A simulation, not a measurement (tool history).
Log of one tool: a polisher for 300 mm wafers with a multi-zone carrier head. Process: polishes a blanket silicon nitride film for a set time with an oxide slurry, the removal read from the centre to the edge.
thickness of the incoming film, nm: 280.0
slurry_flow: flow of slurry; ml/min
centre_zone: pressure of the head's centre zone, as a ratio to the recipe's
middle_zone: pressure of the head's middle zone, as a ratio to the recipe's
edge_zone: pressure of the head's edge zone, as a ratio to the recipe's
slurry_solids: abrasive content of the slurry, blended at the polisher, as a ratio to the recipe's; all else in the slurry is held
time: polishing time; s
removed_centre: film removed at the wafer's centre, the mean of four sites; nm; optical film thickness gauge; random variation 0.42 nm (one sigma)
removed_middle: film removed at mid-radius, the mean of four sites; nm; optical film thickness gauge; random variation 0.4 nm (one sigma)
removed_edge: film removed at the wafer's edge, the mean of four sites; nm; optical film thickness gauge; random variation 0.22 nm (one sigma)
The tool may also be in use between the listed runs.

run	hour	slurry_flow	centre_zone	middle_zone	edge_zone	slurry_solids	time	removed_centre	removed_middle	removed_edge
1	0	275	1	1	1	1	43	25.307	23.922	24.77
2	8.3	275	1	1	0.96	1	43	25.285	24.014	24.464
3	16.3	230	1	1	0.96	1	43	24.435	23.811	24.056
4	23.3	230	1	1	1.02	1	43	24.417	23.752	24.921
5	23.8	230	1	1	1.02	1	34	19.692	18.835	19.552
6	29.5	245	1.03	1.01	1.05	1.15	37	23.67	21.745	23.189
7	35	255	1.05	1.03	1.08	1.25	39	25.84	24.965	26.26
8	36.7	280	1.09	1.03	1.1	1.3	40	28.792	26.516	27.706
9	45.1	285	1.11	1.02	1.12	1.35	41	30.012	27.373	28.73

Forecast run 10:
10	48.7	285	1.11	1.02	1.12	1.35	41	?	?	?

removed_centre: 30.287 nm
removed_middle: 26.117 nm
removed_edge: 28.699 nm
